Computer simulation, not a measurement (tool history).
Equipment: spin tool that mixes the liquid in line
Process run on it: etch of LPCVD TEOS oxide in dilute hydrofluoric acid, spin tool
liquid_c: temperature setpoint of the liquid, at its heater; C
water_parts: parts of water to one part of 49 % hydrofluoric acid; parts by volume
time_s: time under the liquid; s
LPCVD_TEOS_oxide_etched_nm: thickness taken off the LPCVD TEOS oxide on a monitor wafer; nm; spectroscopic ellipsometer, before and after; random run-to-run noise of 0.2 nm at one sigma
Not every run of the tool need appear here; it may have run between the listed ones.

{"run": 1, "hour": 0.0, "liquid_c": 20.0, "water_parts": 140, "time_s": 210, "LPCVD_TEOS_oxide_etched_nm": 42.417}
{"run": 2, "hour": 2.5, "liquid_c": 19.5, "water_parts": 145, "time_s": 210, "LPCVD_TEOS_oxide_etched_nm": 40.313}
{"run": 3, "hour": 8.0, "liquid_c": 19.5, "water_parts": 170, "time_s": 210, "LPCVD_TEOS_oxide_etched_nm": 33.487}
{"run": 4, "hour": 13.1, "liquid_c": 19.0, "water_parts": 170, "time_s": 210, "LPCVD_TEOS_oxide_etched_nm": 32.764}
{"run": 5, "hour": 17.9, "liquid_c": 19.0, "water_parts": 170, "time_s": 210, "LPCVD_TEOS_oxide_etched_nm": 32.794}
{"run": 6, "hour": 18.5, "liquid_c": 18.5, "water_parts": 170, "time_s": 210, "LPCVD_TEOS_oxide_etched_nm": 32.065}
{"run": 7, "hour": 25.0, "liquid_c": 18.0, "water_parts": 170, "time_s": 210, "LPCVD_TEOS_oxide_etched_nm": 31.725}

The next listed run, before its measurement:
{"hour": 28.2, "done": "hydrofluoric acid flow meter replaced"}
{"run": 8, "hour": 28.2, "liquid_c": 17.5, "water_parts": 170, "time_s": 210, "LPCVD_TEOS_oxide_etched_nm": "?"}

Run 8 gave LPCVD_TEOS_oxide_etched_nm 35.135 nm.

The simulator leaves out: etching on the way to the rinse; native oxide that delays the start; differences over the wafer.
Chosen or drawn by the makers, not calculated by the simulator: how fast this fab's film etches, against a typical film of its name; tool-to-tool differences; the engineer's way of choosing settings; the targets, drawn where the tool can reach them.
